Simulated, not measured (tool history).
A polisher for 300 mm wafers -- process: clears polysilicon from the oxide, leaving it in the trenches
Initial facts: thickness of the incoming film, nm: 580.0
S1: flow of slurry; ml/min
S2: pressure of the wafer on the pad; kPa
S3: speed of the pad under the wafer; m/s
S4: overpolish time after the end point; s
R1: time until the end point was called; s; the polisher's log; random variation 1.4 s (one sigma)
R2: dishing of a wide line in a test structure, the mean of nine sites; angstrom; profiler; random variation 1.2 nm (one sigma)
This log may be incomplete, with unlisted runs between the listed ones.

Run 1, day 0.000: S1 165 ml/min, S2 12.4 kPa, S3 0.82 m/s, S4 22 s. Result: R1 79.095 s, R2 581.70 angstrom.
Run 2, day 0.208: S1 165 ml/min, S2 15.2 kPa, S3 0.82 m/s, S4 22 s. Result: R1 66.302 s, R2 624.10 angstrom.
Run 3, day 0.392: S1 190 ml/min, S2 15.2 kPa, S3 0.82 m/s, S4 22 s. Result: R1 64.698 s, R2 627.44 angstrom.
Run 4, day 0.596: S1 190 ml/min, S2 13.1 kPa, S3 0.80 m/s, S4 21 s. Result: R1 75.098 s, R2 583.17 angstrom.
Run 5, day 0.788: S1 185 ml/min, S2 11.7 kPa, S3 0.80 m/s, S4 21 s. Result: R1 86.449 s, R2 581.61 angstrom.
Run 6, day 0.921: S1 185 ml/min, S2 11.7 kPa, S3 0.80 m/s, S4 26 s. Result: R1 85.226 s, R2 592.01 angstrom.
Run 7, day 0.962: S1 185 ml/min, S2 11.0 kPa, S3 0.80 m/s, S4 23 s. Result: R1 87.307 s, R2 565.45 angstrom.
Run 8, day 1.196: S1 185 ml/min, S2 10.3 kPa, S3 0.80 m/s, S4 22 s. Result: R1 97.333 s, R2 563.44 angstrom.
Run 9, day 1.500: S1 185 ml/min, S2 10.3 kPa, S3 0.80 m/s, S4 19 s. Result: R1 96.037 s, R2 542.14 angstrom.
Run 10, day 1.658: S1 185 ml/min, S2 9.7 kPa, S3 0.80 m/s, S4 18 s. Result: R1 102.870 s, R2 532.82 angstrom.

The next listed run, before its measurement:
Run 11, day 1.992: S1 185 ml/min, S2 9.7 kPa, S3 0.80 m/s, S4 17 s. Result: R1 ?, R2 ?.

{"run 11": {"R1": 102.59, "R2": 500.73}}
